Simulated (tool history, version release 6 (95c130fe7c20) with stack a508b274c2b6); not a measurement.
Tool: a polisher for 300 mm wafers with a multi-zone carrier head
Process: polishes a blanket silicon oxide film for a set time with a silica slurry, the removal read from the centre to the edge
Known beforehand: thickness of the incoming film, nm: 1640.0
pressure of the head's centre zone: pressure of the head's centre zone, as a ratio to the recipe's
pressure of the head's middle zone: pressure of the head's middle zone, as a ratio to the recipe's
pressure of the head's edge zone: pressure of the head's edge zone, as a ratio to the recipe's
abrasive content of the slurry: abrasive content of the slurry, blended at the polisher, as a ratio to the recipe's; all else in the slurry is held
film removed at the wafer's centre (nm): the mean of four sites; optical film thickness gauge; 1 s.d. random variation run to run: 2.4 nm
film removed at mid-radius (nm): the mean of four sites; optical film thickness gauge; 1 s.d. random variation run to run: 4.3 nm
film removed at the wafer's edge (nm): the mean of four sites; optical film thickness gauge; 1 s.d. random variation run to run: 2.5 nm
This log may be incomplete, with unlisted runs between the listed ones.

run	day	flow of slurry (ml/min)	pressure of the head's centre zone	pressure of the head's middle zone	pressure of the head's edge zone	abrasive content of the slurry	polishing time (s)	film removed at the wafer's centre (nm)	film removed at mid-radius (nm)	film removed at the wafer's edge (nm)
1	0	315	1	1	1	1	41	205.45	225.28	226.86
2	0.071	325	1.02	1.04	1.03	1.1	43	234.15	253.18	254.57
3	0.446	325	1.07	1.04	1.03	1.1	43	242.13	253.87	255.48
4	0.479	325	1.07	1.12	1.03	1.1	43	245.53	267.92	256.08
5	0.788	325	1.07	1.12	1.03	1	43	232.84	253.71	240.8
6	0.979	325	1.07	1.12	1.03	0.85	43	206.06	225.16	212.69
7	1.125	330	1.06	1.13	1.03	1	44	236.99	257.7	244.23
8	1.279	315	1.04	1.14	1.02	1.1	45	249.71	291.43	262.25

Forecast run 9:
9	1.362	305	1.05	1.14	1.03	1.2	46	?	?	?

{"run 9": {"film removed at the wafer's centre (nm)": 271.22, "film removed at mid-radius (nm)": 307.77, "film removed at the wafer's edge (nm)": 283.13}}
